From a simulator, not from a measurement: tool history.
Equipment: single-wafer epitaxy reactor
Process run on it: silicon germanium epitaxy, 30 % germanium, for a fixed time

run  hour  wafer temperature setpoint (pyrometer-controlled) (°C)  chamber pressure (mTorr)  mean film thickness on the monitor wafer (angstrom)
  1     0                                                     600                     22600                                               673.94
  2   2.4                                                     599                     22600                                               663.37
  3     9                                                     598                     22600                                               651.67
  4  15.7                                                     598                     20400                                               625.32
  5    23                                                     587                     20400                                               520.74
  6  28.1                                                     588                     20400                                               531.31

Expected results for the next run?
  7  29.6                                                     589                     20400                                                    ?

{"run 7": {"mean film thickness on the monitor wafer (angstrom)": 539.94}}
